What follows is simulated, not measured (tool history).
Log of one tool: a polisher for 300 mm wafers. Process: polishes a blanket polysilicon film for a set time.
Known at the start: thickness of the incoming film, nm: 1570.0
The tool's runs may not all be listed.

run	day	flow of slurry (ml/min)	pressure of the wafer on the pad (psi)	speed of the pad under the wafer (cm/s)	polishing time (s)	film removed (angstrom)
1	0	185	3	94	84	5955.1
2	0.296	195	3.2	94	84	6380.5
3	0.608	195	2.9	94	84	5786.5
4	0.975	200	3.1	94	84	6141.5
5	1.092	165	3.1	94	84	6033.4
6	1.371	165	3.1	82	84	5407.2
7	1.612	170	3.4	82	84	5843.9
8	1.662	175	3.6	82	84	6206.3
9	1.792	180	3.8	82	84	6561.3

Forecast run 10:
10	2.008	180	3.9	82	84	?

{"run 10": {"film removed (angstrom)": 6660.5}}

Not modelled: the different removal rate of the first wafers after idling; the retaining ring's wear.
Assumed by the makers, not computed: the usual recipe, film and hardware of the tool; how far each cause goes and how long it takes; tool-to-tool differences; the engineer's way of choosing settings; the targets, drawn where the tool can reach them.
